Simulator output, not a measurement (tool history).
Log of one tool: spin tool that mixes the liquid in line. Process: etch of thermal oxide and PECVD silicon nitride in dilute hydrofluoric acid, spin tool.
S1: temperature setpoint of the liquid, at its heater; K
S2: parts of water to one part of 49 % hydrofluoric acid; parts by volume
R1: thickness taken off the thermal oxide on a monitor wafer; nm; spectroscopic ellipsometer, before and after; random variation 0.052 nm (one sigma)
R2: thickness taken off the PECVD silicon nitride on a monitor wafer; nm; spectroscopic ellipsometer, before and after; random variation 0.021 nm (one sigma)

Run 1, day 0: S1 293.15 K, S2 60 parts by volume, time under the liquid (s) 180. Result: R1 13.759 nm, R2 4.5271 nm.
Run 2, day 0.196: S1 293.65 K, S2 70 parts by volume, time under the liquid (s) 180. Result: R1 11.795 nm, R2 3.9826 nm.
Run 3, day 0.438: S1 293.65 K, S2 80 parts by volume, time under the liquid (s) 180. Result: R1 10.172 nm, R2 3.533 nm.
Run 4, day 0.696: S1 293.65 K, S2 85 parts by volume, time under the liquid (s) 180. Result: R1 9.6374 nm, R2 3.3048 nm.
Run 5, day 1.021: S1 291.15 K, S2 85 parts by volume, time under the liquid (s) 180. Result: R1 8.6843 nm, R2 2.8209 nm.
Run 6, day 1.312: S1 292.15 K, S2 90 parts by volume, time under the liquid (s) 180. Result: R1 8.4282 nm, R2 2.8361 nm.

Forecast run 7:
Run 7, day 1.35: S1 292.65 K, S2 95 parts by volume, time under the liquid (s) 180. Result: R1 ?, R2 ?.

{"run 7": {"R1": 8.1711, "R2": 2.7676}}
